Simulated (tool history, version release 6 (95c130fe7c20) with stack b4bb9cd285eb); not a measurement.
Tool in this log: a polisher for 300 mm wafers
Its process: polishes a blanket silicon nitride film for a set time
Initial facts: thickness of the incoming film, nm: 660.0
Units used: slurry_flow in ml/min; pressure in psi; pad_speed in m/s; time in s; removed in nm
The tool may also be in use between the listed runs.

run,hour,slurry_flow,pressure,pad_speed,time,removed
1,0.0,180,4.0,1.20,46,110.00
2,8.1,180,4.6,1.22,46,121.38
3,15.9,185,5.1,1.28,46,142.41
4,19.5,185,5.8,1.28,46,154.01
5,24.4,190,5.9,1.32,46,163.88
6,32.0,190,5.1,1.32,46,143.88
7,36.1,190,5.5,1.34,46,157.87
8,37.9,195,5.7,1.34,46,163.87

The next listed run, before its measurement:
9,40.0,205,5.8,1.34,46,?

{"run 9": {"removed": 164.91}}
